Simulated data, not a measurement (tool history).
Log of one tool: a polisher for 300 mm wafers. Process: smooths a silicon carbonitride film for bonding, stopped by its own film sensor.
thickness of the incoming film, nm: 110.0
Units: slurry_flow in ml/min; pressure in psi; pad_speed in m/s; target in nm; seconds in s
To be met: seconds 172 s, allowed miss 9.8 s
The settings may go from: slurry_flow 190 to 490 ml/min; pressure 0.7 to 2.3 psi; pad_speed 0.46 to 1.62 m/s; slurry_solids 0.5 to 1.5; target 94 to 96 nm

run 1 hour=0 | slurry_flow=315 pressure=1.5 pad_speed=1.04 slurry_solids=1 target=94 | seconds=93.371
run 2 hour=2.7 | slurry_flow=315 pressure=1.3 pad_speed=1 slurry_solids=1 target=94 | seconds=107.57
run 3 hour=6.7 | slurry_flow=315 pressure=1.1 pad_speed=1 slurry_solids=1 target=94 | seconds=117.56
run 4 hour=12 | slurry_flow=315 pressure=1 pad_speed=0.94 slurry_solids=1 target=94 | seconds=134.43
run 5 hour=14.8 | slurry_flow=315 pressure=1 pad_speed=1.2 slurry_solids=1 target=94 | seconds=111.56
run 6 hour=22.5 | slurry_flow=315 pressure=0.9 pad_speed=1.12 slurry_solids=1 target=94 | seconds=121.26
run 7 hour=26.1 | slurry_flow=315 pressure=0.9 pad_speed=1.06 slurry_solids=1 target=94 | seconds=131.74
run 8 hour=27.5 | slurry_flow=315 pressure=0.9 pad_speed=1.02 slurry_solids=1 target=94 | seconds=130.69

5 next moves are on the table. One of them brings every result within its allowed miss. Which?
run A hour=28.9 | slurry_flow=385 pressure=1.1 pad_speed=1.12 slurry_solids=1.45 target=95 | seconds=?
run B hour=28.9 | slurry_flow=300 pressure=1.1 pad_speed=1.16 slurry_solids=0.9 target=94 | seconds=?
run C hour=28.9 | slurry_flow=295 pressure=1.1 pad_speed=1.14 slurry_solids=1.05 target=96 | seconds=?
run D hour=28.9 | slurry_flow=355 pressure=0.9 pad_speed=0.84 slurry_solids=0.75 target=94 | seconds=?
run E hour=28.9 | slurry_flow=230 pressure=0.9 pad_speed=0.78 slurry_solids=0.7 target=94 | seconds=?

move=A seconds=88.793
move=B seconds=111.23
move=C seconds=93.257
move=D seconds=173.77
move=E seconds=196.43
A: further off than the last run
B: further off than the last run
C: further off than the last run
D: meets every target
E: takes the result that was furthest off past its target
Answer: D

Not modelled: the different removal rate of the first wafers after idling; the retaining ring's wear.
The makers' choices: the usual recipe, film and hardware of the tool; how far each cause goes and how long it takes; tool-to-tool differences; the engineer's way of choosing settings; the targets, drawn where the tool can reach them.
